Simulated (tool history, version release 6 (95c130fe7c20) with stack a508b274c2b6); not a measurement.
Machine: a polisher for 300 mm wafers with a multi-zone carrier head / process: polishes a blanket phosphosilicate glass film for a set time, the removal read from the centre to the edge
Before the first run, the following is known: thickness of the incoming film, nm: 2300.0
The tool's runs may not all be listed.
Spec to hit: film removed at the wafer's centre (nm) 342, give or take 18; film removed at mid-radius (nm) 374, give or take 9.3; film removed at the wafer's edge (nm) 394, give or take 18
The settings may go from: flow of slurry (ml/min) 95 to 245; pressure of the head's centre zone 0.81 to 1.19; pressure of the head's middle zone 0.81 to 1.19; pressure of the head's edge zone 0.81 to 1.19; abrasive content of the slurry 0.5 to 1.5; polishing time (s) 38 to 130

run,hour,flow of slurry (ml/min),pressure of the head's centre zone,pressure of the head's middle zone,pressure of the head's edge zone,abrasive content of the slurry,polishing time (s),film removed at the wafer's centre (nm),film removed at mid-radius (nm),film removed at the wafer's edge (nm)
1,0,155,1,1,1,1,84,460.96,472.9,479.42
2,5.5,150,0.99,0.99,0.99,1,84,458.58,467.85,474.35
3,12,150,0.99,0.94,0.99,1,84,471.41,453.63,476.13
4,17.8,150,0.99,0.94,0.99,1,68,369.04,361.9,379.73
5,26.7,150,0.92,0.94,0.99,1,68,344.01,359.73,387.11
6,35.1,150,0.92,0.94,0.99,1,84,429.75,448.07,482.02
7,39.2,145,0.91,0.94,0.98,0.95,84,421.06,438.04,465.54
8,45.1,145,0.9,0.94,0.98,0.9,84,399.01,430.16,451.43
9,46.8,140,0.89,0.93,0.97,0.9,84,401.77,420.52,447.14
10,50.7,140,0.88,0.93,0.97,0.9,84,384.87,420.57,457.66
11,51.4,140,0.88,0.93,0.96,0.9,84,387.18,421.32,444.28
12,55.2,135,0.88,0.92,0.95,0.9,84,391.2,418.38,445.18
13,59.8,135,0.88,0.92,0.94,0.9,84,381.15,412.02,443.48

4 next moves are on the table. One of them brings every result within its allowed miss. Which?
A,64.4,165,1.08,0.88,0.9,0.65,87,?,?,?
B,64.4,180,0.89,0.94,1.05,0.75,76,?,?,?
C,64.4,135,1.03,0.9,0.96,0.75,87,?,?,?
D,64.4,170,1.08,0.96,0.89,0.75,84,?,?,?

move,film removed at the wafer's centre (nm),film removed at mid-radius (nm),film removed at the wafer's edge (nm)
A,439.65,366.59,392.04
B,343.23,366.32,397.38
C,430.51,385.2,420.79
D,456.53,407.93,403.62
A: the worst result of the last run now meets its target, but another is out of spec
B: every result within its allowed miss
C: lands further from the targets than the last run did
D: lands further from the targets than the last run did
Answer: B

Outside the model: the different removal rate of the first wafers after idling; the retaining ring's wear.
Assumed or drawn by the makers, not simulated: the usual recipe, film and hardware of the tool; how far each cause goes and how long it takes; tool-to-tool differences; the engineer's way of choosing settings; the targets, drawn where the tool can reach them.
